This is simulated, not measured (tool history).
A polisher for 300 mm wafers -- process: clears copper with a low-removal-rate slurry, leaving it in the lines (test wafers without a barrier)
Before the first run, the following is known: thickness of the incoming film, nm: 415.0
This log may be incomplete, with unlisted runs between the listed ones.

run	day	flow of slurry (ml/min)	pressure of the wafer on the pad (kPa)	speed of the pad under the wafer (m/s)	abrasive content of the slurry	overpolish time after the end point (s)	time until the end point was called (s)	dishing of a wide line in a test structure (Å)
1	0	215	17.2	1	1	12	165.35	220.31
2	0.308	215	17.2	1	1	17	163.56	293.78
3	0.388	215	21.4	1	1	17	137.96	342.4
4	0.612	180	21.4	1	1	17	141	335.48
5	0.654	180	24.1	1	1	17	129.13	375.21
6	1.017	180	21.4	1	1	17	139.25	338.75

What does the tool deliver on the next run?
7	1.058	205	24.1	1.08	1	11	?	?

{"run 7": {"time until the end point was called (s)": 115.66, "dishing of a wide line in a test structure (Å)": 271.43}}
